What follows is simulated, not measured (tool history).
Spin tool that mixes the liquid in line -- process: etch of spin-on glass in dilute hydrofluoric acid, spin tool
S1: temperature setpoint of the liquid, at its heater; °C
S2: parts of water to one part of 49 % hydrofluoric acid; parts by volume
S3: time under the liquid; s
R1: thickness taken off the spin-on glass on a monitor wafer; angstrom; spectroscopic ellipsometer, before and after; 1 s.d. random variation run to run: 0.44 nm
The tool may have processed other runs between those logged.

run 1 hour=0 | S1=20 S2=150 S3=310 | R1=398.81
run 2 hour=5.5 | S1=20 S2=200 S3=310 | R1=282.19
run 3 hour=12.1 | S1=20 S2=175 S3=310 | R1=332.34
run 4 hour=20.9 | S1=17.5 S2=175 S3=310 | R1=303.59
run 5 hour=23.2 | S1=17.5 S2=205 S3=310 | R1=249.83
run 6 hour=28.6 | S1=17.5 S2=205 S3=330 | R1=270.07

What does the tool deliver on the next run?
run 7 hour=35.7 | S1=19 S2=195 S3=330 | R1=?

{"run 7": {"R1": 300.07}}
